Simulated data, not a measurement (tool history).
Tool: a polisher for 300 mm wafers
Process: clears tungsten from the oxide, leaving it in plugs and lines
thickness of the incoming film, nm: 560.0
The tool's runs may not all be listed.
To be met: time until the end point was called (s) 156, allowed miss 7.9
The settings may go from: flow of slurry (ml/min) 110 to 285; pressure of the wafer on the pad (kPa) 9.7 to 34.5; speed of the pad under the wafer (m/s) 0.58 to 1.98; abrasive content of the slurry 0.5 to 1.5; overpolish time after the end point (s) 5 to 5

run	day	flow of slurry (ml/min)	pressure of the wafer on the pad (kPa)	speed of the pad under the wafer (m/s)	abrasive content of the slurry	overpolish time after the end point (s)	time until the end point was called (s)
1	0	180	22.1	1.28	1	5	138.8
2	0.279	180	22.1	1.52	1	5	121.73
3	0.342	180	20.7	1.52	1	5	125.06
4	0.467	180	19.3	1.52	1	5	136.41
5	0.488	180	19.3	1.52	1.15	5	134.76
6	0.725	180	18.6	1.52	1.15	5	138.58
7	0.775	180	17.9	1.52	1.15	5	140.28
8	1.029	180	15.2	1.5	1.15	5	171.93
# day 1.35: slurry tank refilled with fresh slurry and peroxide
9	1.35	185	17.2	1.5	1.15	5	131.97
10	1.5	180	17.2	1.5	1.15	5	132.8
11	1.746	180	16.5	1.48	1.15	5	137.18
12	1.888	180	15.9	1.46	1.15	5	151.01
13	1.912	180	15.9	1.46	1.15	5	145.62

Which of these 4 next moves meets every target?
A	1.938	195	16.5	1.46	1.2	5	?
B	1.938	180	16.5	1.56	0.95	5	?
C	1.938	185	17.2	1.58	1.05	5	?
D	1.938	170	17.2	1.2	1.2	5	?

move	time until the end point was called (s)
A	140.23
B	143.45
C	132.05
D	161.33
A: further off than the last run
B: further off than the last run
C: further off than the last run
D: meets every target
The right move is D.
